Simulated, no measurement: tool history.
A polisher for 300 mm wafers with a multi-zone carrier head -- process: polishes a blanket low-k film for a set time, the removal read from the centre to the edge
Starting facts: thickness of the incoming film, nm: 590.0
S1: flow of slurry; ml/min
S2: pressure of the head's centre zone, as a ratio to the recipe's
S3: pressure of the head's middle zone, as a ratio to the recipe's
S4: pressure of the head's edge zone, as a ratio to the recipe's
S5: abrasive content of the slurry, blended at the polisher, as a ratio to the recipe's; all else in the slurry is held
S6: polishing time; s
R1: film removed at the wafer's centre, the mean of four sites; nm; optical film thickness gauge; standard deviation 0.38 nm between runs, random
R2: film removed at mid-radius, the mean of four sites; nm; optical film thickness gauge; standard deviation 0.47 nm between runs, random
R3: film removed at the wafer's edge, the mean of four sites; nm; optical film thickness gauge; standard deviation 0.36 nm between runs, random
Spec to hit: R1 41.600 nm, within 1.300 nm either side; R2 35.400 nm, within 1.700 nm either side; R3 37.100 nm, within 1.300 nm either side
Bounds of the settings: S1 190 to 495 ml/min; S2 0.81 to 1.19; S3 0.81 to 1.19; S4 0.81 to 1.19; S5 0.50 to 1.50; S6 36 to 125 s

run 1 hour=0.0 | S1=320 S2=1.00 S3=1.00 S4=1.00 S5=1.00 S6=80 | R1=27.438 R2=27.170 R3=27.488
run 2 hour=1.6 | S1=320 S2=1.00 S3=1.00 S4=0.94 S5=1.00 S6=80 | R1=26.785 R2=27.475 R3=26.590
run 3 hour=4.6 | S1=320 S2=1.00 S3=1.00 S4=0.89 S5=1.00 S6=80 | R1=27.052 R2=27.033 R3=26.616
run 4 hour=12.9 | S1=320 S2=1.02 S3=0.99 S4=0.90 S5=1.10 S6=82 | R1=29.762 R2=28.210 R3=27.737
-- hour=14.8 edge zone pressure recalibrated
run 5 hour=14.8 | S1=320 S2=1.02 S3=0.99 S4=0.90 S5=1.10 S6=62 | R1=22.037 R2=21.033 R3=20.538
run 6 hour=16.3 | S1=320 S2=1.02 S3=0.99 S4=0.90 S5=1.10 S6=74 | R1=26.288 R2=26.119 R3=24.557
run 7 hour=20.5 | S1=320 S2=1.02 S3=0.95 S4=0.94 S5=1.20 S6=78 | R1=28.942 R2=27.063 R3=27.685
run 8 hour=25.6 | S1=320 S2=1.04 S3=0.95 S4=0.97 S5=1.25 S6=80 | R1=30.945 R2=28.557 R3=28.863

Which one of the following 4 next-run settings gets every result inside its allowed miss? There is exactly one.
run A hour=30.7 | S1=290 S2=1.05 S3=0.86 S4=1.00 S5=1.15 S6=112 | R1=? R2=? R3=?
run B hour=30.7 | S1=345 S2=1.03 S3=0.92 S4=1.01 S5=1.40 S6=104 | R1=? R2=? R3=?
run C hour=30.7 | S1=335 S2=0.96 S3=1.00 S4=0.96 S5=1.25 S6=108 | R1=? R2=? R3=?
run D hour=30.7 | S1=220 S2=1.16 S3=0.95 S4=1.04 S5=1.05 S6=111 | R1=? R2=? R3=?

move=A R1=41.377 R2=35.000 R3=39.530
move=B R1=41.694 R2=37.824 R3=40.376
move=C R1=38.969 R2=40.223 R3=39.114
move=D R1=41.218 R2=34.882 R3=37.235
A: the worst result of the last run now meets its target, but another is out of spec
B: the worst result of the last run now meets its target, but another is out of spec
C: nearer the targets than the last run, but a result is still out of spec
D: meets every target
Move D is the one to make.

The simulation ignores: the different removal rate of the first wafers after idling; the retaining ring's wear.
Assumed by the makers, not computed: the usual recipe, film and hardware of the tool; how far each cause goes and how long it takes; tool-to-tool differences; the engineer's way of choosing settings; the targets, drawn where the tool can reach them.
